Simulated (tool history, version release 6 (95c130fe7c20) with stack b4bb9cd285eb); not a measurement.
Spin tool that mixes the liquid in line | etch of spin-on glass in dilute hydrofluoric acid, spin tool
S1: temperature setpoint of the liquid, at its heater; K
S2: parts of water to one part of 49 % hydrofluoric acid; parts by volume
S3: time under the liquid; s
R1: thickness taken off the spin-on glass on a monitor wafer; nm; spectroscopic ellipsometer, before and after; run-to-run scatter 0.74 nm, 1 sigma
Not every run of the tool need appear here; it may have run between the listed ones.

| run | day | S1 | S2 | S3 | R1 |
|---|---|---|---|---|---|
| 1 | 0 | 298.15 | 80 | 50 | 32.951 |
| 2 | 0.212 | 299.65 | 80 | 50 | 35.447 |
| 3 | 0.388 | 299.65 | 105 | 50 | 25.759 |
| 4 | 0.742 | 299.65 | 105 | 50 | 25.63 |
| 5 | 0.892 | 296.15 | 105 | 50 | 22.353 |
| 6 | 1.029 | 299.15 | 80 | 50 | 33.976 |
| 7 | 1.158 | 301.15 | 60 | 50 | 50.215 |
| 8 | 1.512 | 302.65 | 50 | 50 | 65.621 |
| 9 | 1.688 | 303.65 | 45 | 50 | 75.989 |
| 10 | 1.933 | 304.65 | 45 | 50 | 79.508 |

For run 11, what comes out?
| 11 | 2.088 | 306.15 | 40 | 50 | ? |

{"run 11": {"R1": 96.764}}

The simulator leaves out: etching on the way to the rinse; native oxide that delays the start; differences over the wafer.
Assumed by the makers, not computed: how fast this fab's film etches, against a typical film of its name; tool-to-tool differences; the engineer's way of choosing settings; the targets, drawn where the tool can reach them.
